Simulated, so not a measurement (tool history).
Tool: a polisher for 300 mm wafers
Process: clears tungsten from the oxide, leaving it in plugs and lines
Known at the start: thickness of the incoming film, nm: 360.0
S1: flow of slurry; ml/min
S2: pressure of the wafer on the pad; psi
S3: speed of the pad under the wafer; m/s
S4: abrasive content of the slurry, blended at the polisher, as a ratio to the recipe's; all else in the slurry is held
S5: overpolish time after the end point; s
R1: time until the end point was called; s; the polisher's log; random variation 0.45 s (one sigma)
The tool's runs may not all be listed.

{"run": 1, "day": 0.0, "S1": 200, "S2": 4.7, "S3": 1.18, "S4": 1.0, "S5": 34, "R1": 59.177}
{"run": 2, "day": 0.204, "S1": 200, "S2": 4.7, "S3": 1.06, "S4": 1.0, "S5": 34, "R1": 65.457}
{"run": 3, "day": 0.262, "S1": 200, "S2": 3.8, "S3": 1.06, "S4": 1.0, "S5": 34, "R1": 74.614}
{"run": 4, "day": 0.633, "S1": 200, "S2": 3.8, "S3": 1.06, "S4": 0.85, "S5": 34, "R1": 75.794}
{"run": 5, "day": 0.771, "S1": 245, "S2": 3.8, "S3": 1.06, "S4": 0.85, "S5": 34, "R1": 74.024}
{"run": 6, "day": 0.904, "S1": 205, "S2": 3.8, "S3": 1.06, "S4": 0.85, "S5": 34, "R1": 72.664}
{"run": 7, "day": 1.175, "S1": 205, "S2": 4.3, "S3": 1.12, "S4": 0.85, "S5": 34, "R1": 65.928}
{"run": 8, "day": 1.458, "S1": 205, "S2": 4.7, "S3": 1.16, "S4": 0.85, "S5": 34, "R1": 60.519}
{"run": 9, "day": 1.562, "S1": 205, "S2": 5.1, "S3": 1.2, "S4": 0.85, "S5": 34, "R1": 56.421}
{"run": 10, "day": 1.729, "S1": 205, "S2": 5.1, "S3": 1.2, "S4": 0.85, "S5": 34, "R1": 56.2}
{"run": 11, "day": 1.862, "S1": 205, "S2": 5.4, "S3": 1.24, "S4": 0.85, "S5": 34, "R1": 52.293}
{"run": 12, "day": 2.092, "S1": 205, "S2": 5.7, "S3": 1.28, "S4": 0.85, "S5": 34, "R1": 49.206}
{"run": 13, "day": 2.388, "S1": 205, "S2": 5.9, "S3": 1.32, "S4": 0.85, "S5": 34, "R1": 46.196}
{"run": 14, "day": 2.421, "S1": 205, "S2": 6.1, "S3": 1.34, "S4": 0.85, "S5": 34, "R1": 45.541}
{"run": 15, "day": 2.562, "S1": 205, "S2": 6.3, "S3": 1.38, "S4": 0.85, "S5": 34, "R1": 43.033}
{"run": 16, "day": 2.796, "S1": 205, "S2": 6.4, "S3": 1.4, "S4": 0.85, "S5": 34, "R1": 42.396}
{"run": 17, "day": 2.883, "S1": 205, "S2": 6.5, "S3": 1.42, "S4": 0.85, "S5": 34, "R1": 40.616}
{"run": 18, "day": 3.071, "S1": 205, "S2": 6.6, "S3": 1.44, "S4": 0.85, "S5": 34, "R1": 38.675}
{"run": 19, "day": 3.225, "S1": 205, "S2": 6.7, "S3": 1.44, "S4": 0.85, "S5": 34, "R1": 40.202}
{"day": 3.371, "done": "slurry tank refilled with fresh slurry and peroxide"}
{"run": 20, "day": 3.371, "S1": 205, "S2": 6.8, "S3": 1.46, "S4": 0.85, "S5": 34, "R1": 30.497}
{"run": 21, "day": 3.667, "S1": 205, "S2": 6.7, "S3": 1.46, "S4": 0.85, "S5": 34, "R1": 29.568}

The next listed run, before its measurement:
{"run": 22, "day": 3.942, "S1": 205, "S2": 6.5, "S3": 1.46, "S4": 0.85, "S5": 34, "R1": "?"}

Logged for run 22: R1 31.117 s.
